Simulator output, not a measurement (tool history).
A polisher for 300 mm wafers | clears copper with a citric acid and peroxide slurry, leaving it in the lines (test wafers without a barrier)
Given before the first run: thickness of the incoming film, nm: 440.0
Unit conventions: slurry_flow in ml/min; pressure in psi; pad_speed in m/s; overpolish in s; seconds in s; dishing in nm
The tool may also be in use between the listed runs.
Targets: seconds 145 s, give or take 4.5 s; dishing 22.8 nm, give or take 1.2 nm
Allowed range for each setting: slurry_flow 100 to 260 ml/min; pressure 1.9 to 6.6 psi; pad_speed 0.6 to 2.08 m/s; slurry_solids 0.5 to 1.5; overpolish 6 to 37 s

run  hour  slurry_flow  pressure  pad_speed  slurry_solids  overpolish  seconds  dishing
  1     0          165       4.2       1.34              1          19   100.35   57.074
  2   5.7          165       4.7       1.34              1          19   91.633   59.312
  3  10.3          165       4.7        1.1              1          19   110.06   52.036
  4  15.6          170       4.4       1.06              1          15   119.56   39.603
  5  23.9          175       4.1       1.06              1          12    125.9   31.558
  6  29.3          170       3.9       1.06              1          11   131.59   28.039
  7  35.7          165       3.8       1.06              1          10   134.78   24.379
  8  36.8          155       3.7       1.06              1          10   138.49   24.068
  9  44.7          150       3.7       1.06              1          10   139.16   24.516

Next run, 5 choices. One meets every target within its allowed miss, the rest don't. Which?
  A  52.6          120       4.3       1.04           0.95           9        ?        ?
  B  52.6          100       2.4       1.54              1          10        ?        ?
  C  52.6          160       3.9        1.1              1           9        ?        ?
  D  52.6          150       3.7        1.1           1.05           9        ?        ?
  E  52.6          170         5       0.88           0.85          11        ?        ?

move  seconds  dishing
   A   133.71   22.621
   B   145.21   22.828
   C   127.42   23.613
   D   133.18   22.642
   E   131.87   27.667
A: corrects the largest miss of the last run, while another result sits out of spec
B: meets every target
C: corrects the largest miss of the last run, while another result sits out of spec
D: corrects the largest miss of the last run, while another result sits out of spec
E: moves away from the targets compared with the last run
Answer: B

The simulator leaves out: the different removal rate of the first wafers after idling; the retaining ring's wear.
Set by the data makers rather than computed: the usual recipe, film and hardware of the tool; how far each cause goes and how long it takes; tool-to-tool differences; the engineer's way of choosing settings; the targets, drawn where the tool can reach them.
